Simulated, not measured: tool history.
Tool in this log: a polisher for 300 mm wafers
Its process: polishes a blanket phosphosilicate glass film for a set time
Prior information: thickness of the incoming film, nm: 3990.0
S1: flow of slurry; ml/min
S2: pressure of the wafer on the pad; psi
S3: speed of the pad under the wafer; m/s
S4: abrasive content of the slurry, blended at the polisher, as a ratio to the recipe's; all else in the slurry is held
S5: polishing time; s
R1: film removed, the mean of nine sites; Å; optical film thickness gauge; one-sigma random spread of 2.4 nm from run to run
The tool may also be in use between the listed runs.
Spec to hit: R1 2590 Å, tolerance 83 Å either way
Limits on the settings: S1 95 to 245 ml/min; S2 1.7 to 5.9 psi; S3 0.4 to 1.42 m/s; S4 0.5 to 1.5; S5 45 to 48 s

| run | hour | S1 | S2 | S3 | S4 | S5 | R1 |
|---|---|---|---|---|---|---|---|
| 1 | 0 | 155 | 3.8 | 0.9 | 1 | 45 | 4158.8 |
| 2 | 1.5 | 155 | 3 | 0.9 | 1 | 45 | 3297.4 |
| 3 | 8.5 | 150 | 2.9 | 0.9 | 1 | 45 | 3213 |
| 4 | 17 | 150 | 2.8 | 0.9 | 1 | 45 | 3115.9 |
| 5 | 21.5 | 150 | 2.8 | 1.1 | 1 | 45 | 3393.6 |
| 6 | 27.8 | 145 | 2.7 | 1.1 | 1 | 45 | 3378.5 |
| 7 | 30 | 145 | 2.6 | 1.1 | 1 | 45 | 3186.3 |
| 8 | 35.6 | 140 | 2.5 | 1.1 | 1 | 45 | 3070.3 |
| 9 | 39.3 | 135 | 2.4 | 1.1 | 1 | 45 | 2983.3 |
| 10 | 43.8 | 130 | 2.3 | 1.1 | 1 | 45 | 2819.9 |

Of the 4 settings listed for the next run, only one would bring every result within its allowed miss of target. Which one?
| A | 48.3 | 125 | 2.5 | 1.12 | 1 | 45 | ? |
| B | 48.3 | 125 | 1.9 | 1.12 | 1.05 | 45 | ? |
| C | 48.3 | 175 | 2.3 | 1.06 | 1 | 48 | ? |
| D | 48.3 | 135 | 2.1 | 1.02 | 1.1 | 45 | ? |

| move | R1 |
|---|---|
| A | 3061.6 |
| B | 2423.1 |
| C | 3043 |
| D | 2615.6 |
A: lands further from the targets than the last run did
B: moves the result that the last run missed by most past its target, out the other side
C: lands further from the targets than the last run did
D: all results land within tolerance of their targets
Correct choice: D, which meets every target

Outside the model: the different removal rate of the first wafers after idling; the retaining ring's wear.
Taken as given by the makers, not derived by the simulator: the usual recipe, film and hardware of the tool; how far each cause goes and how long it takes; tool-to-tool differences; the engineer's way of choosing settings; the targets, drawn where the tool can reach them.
